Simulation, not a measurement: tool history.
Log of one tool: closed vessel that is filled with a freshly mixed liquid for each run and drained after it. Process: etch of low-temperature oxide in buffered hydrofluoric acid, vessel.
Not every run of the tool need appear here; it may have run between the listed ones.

| run | hour | temperature setpoint of the liquid (°C) | parts of 40 % ammonium fluoride to one part of 49 % hydrofluoric acid (parts by volume) | time in the liquid (s) | thickness taken off the low-temperature oxide on a monitor wafer (nm) |
|---|---|---|---|---|---|
| 1 | 0.0 | 25.0 | 13.0 | 90 | 204.53 |
| 2 | 3.3 | 27.0 | 13.0 | 90 | 232.34 |
| 3 | 12.5 | 25.5 | 13.0 | 90 | 211.81 |
| 4 | 13.3 | 25.5 | 13.0 | 100 | 236.47 |
| 5 | 14.3 | 25.5 | 14.5 | 100 | 214.55 |
| 6 | 18.4 | 25.5 | 14.5 | 100 | 210.77 |

What does the tool deliver on the next run?
| 7 | 21.6 | 24.5 | 14.5 | 100 | ? |

For run 7 the tool returned thickness taken off the low-temperature oxide on a monitor wafer (nm) 199.30.

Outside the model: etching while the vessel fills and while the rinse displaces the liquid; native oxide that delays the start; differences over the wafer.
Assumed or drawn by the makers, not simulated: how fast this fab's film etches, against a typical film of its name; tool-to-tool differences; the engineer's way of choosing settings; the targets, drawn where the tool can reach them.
